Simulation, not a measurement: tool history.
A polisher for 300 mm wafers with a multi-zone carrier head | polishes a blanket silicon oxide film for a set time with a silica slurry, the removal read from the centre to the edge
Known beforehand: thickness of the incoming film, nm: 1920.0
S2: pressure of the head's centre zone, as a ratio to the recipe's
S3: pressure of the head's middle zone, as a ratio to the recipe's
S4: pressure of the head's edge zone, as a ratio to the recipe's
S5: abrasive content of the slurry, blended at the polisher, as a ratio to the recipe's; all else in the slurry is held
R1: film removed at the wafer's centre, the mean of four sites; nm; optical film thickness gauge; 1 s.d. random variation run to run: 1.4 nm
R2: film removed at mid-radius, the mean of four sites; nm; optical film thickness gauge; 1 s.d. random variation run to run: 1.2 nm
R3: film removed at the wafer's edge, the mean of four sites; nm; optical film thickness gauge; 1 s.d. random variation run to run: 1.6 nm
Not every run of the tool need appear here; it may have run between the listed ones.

Run 1, hour 0: flow of slurry (ml/min) 295, S2 1, S3 1, S4 1, S5 1, polishing time (s) 69. Result: R1 211.15 nm, R2 207.91 nm, R3 207.16 nm.
Run 2, hour 7.8: flow of slurry (ml/min) 295, S2 1, S3 1, S4 1.03, S5 1, polishing time (s) 69. Result: R1 206.02 nm, R2 211.37 nm, R3 209.77 nm.
Run 3, hour 11.9: flow of slurry (ml/min) 295, S2 1, S3 1, S4 0.99, S5 1, polishing time (s) 69. Result: R1 206.76 nm, R2 208.43 nm, R3 208.91 nm.
Run 4, hour 12.6: flow of slurry (ml/min) 290, S2 0.99, S3 0.97, S4 0.99, S5 0.85, polishing time (s) 60. Result: R1 164.79 nm, R2 163.19 nm, R3 160.02 nm.
Run 5, hour 20.2: flow of slurry (ml/min) 275, S2 0.97, S3 0.92, S4 1.03, S5 0.75, polishing time (s) 57. Result: R1 141.32 nm, R2 133.72 nm, R3 146.61 nm.
Run 6, hour 26: flow of slurry (ml/min) 275, S2 0.94, S3 0.9, S4 1, S5 0.65, polishing time (s) 56. Result: R1 119.37 nm, R2 116.16 nm, R3 129.68 nm.

The next listed run, before its measurement:
Run 7, hour 29.6: flow of slurry (ml/min) 280, S2 0.93, S3 0.88, S4 0.95, S5 0.65, polishing time (s) 56. Result: R1 ?, R2 ?, R3 ?.

R1: 118.14 nm
R2: 113.09 nm
R3: 126.63 nm

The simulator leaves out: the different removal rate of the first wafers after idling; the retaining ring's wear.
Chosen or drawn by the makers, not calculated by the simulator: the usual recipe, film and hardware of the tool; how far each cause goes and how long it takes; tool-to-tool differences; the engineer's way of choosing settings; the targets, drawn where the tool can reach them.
